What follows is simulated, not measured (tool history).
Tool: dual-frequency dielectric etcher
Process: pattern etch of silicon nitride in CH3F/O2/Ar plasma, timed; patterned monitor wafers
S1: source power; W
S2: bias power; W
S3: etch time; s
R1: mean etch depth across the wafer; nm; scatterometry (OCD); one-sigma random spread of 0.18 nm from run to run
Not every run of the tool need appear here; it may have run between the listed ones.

run,hour,S1,S2,S3,R1
1,0.0,470,84,51.5,43.316
2,7.2,470,84,51.5,43.011
3,11.0,430,84,51.5,41.382
4,13.7,430,95,51.5,43.657
5,21.7,410,94,51.5,42.421
6,28.6,380,94,51.5,41.223
7,30.0,370,94,51.5,40.911
8,32.3,360,94,51.5,40.676
9,38.7,350,94,51.5,40.268

What does the tool deliver on the next run?
10,40.7,290,92,51.5,?

{"run 10": {"R1": 36.964}}

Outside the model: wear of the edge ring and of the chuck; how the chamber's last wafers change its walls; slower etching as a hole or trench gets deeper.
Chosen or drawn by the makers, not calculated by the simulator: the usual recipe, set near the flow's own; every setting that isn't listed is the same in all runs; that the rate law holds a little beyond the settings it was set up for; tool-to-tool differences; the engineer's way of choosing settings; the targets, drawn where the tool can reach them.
